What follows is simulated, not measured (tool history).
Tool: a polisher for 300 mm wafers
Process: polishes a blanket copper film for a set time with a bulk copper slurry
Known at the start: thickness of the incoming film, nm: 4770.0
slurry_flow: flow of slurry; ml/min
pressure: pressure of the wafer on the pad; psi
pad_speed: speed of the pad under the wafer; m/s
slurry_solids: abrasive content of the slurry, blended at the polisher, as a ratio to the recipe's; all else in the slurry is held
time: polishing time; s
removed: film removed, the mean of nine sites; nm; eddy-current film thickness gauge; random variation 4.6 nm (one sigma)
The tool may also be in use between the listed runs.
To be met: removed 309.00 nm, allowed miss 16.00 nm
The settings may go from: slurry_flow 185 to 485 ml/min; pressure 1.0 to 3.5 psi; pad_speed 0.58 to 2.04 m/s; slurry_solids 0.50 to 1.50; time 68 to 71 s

{"run": 1, "hour": 0.0, "slurry_flow": 310, "pressure": 2.2, "pad_speed": 1.3, "slurry_solids": 1.0, "time": 68, "removed": 668.34}
{"run": 2, "hour": 7.4, "slurry_flow": 310, "pressure": 1.9, "pad_speed": 1.22, "slurry_solids": 1.0, "time": 68, "removed": 547.76}
{"run": 3, "hour": 15.9, "slurry_flow": 310, "pressure": 1.9, "pad_speed": 1.0, "slurry_solids": 1.0, "time": 68, "removed": 474.18}
{"run": 4, "hour": 19.3, "slurry_flow": 310, "pressure": 1.7, "pad_speed": 0.98, "slurry_solids": 1.0, "time": 68, "removed": 409.65}
{"run": 5, "hour": 21.5, "slurry_flow": 310, "pressure": 1.7, "pad_speed": 0.98, "slurry_solids": 1.0, "time": 71, "removed": 433.7}
{"run": 6, "hour": 24.5, "slurry_flow": 260, "pressure": 1.7, "pad_speed": 0.98, "slurry_solids": 1.0, "time": 71, "removed": 416.08}
{"hour": 26.8, "done": "slurry nozzle cleaned"}
{"run": 7, "hour": 26.8, "slurry_flow": 255, "pressure": 1.6, "pad_speed": 0.98, "slurry_solids": 1.0, "time": 71, "removed": 416.11}
{"run": 8, "hour": 30.1, "slurry_flow": 255, "pressure": 1.5, "pad_speed": 0.96, "slurry_solids": 1.0, "time": 71, "removed": 387.33}
{"run": 9, "hour": 38.2, "slurry_flow": 255, "pressure": 1.4, "pad_speed": 0.96, "slurry_solids": 1.0, "time": 71, "removed": 360.3}
{"run": 10, "hour": 46.7, "slurry_flow": 255, "pressure": 1.3, "pad_speed": 0.96, "slurry_solids": 1.0, "time": 71, "removed": 335.82}

Which of these 4 next moves meets every target?
{"run": "A", "hour": 55.2, "slurry_flow": 200, "pressure": 1.3, "pad_speed": 1.1, "slurry_solids": 0.95, "time": 68, "removed": "?"}
{"run": "B", "hour": 55.2, "slurry_flow": 235, "pressure": 1.6, "pad_speed": 0.84, "slurry_solids": 1.15, "time": 68, "removed": "?"}
{"run": "C", "hour": 55.2, "slurry_flow": 280, "pressure": 1.1, "pad_speed": 1.04, "slurry_solids": 0.95, "time": 71, "removed": "?"}
{"run": "D", "hour": 55.2, "slurry_flow": 225, "pressure": 1.5, "pad_speed": 1.0, "slurry_solids": 0.65, "time": 71, "removed": "?"}

move=A removed=350.51
move=B removed=367.87
move=C removed=305.91
move=D removed=362.09
A: further off than the last run
B: further off than the last run
C: meets every target
D: further off than the last run
Answer: C

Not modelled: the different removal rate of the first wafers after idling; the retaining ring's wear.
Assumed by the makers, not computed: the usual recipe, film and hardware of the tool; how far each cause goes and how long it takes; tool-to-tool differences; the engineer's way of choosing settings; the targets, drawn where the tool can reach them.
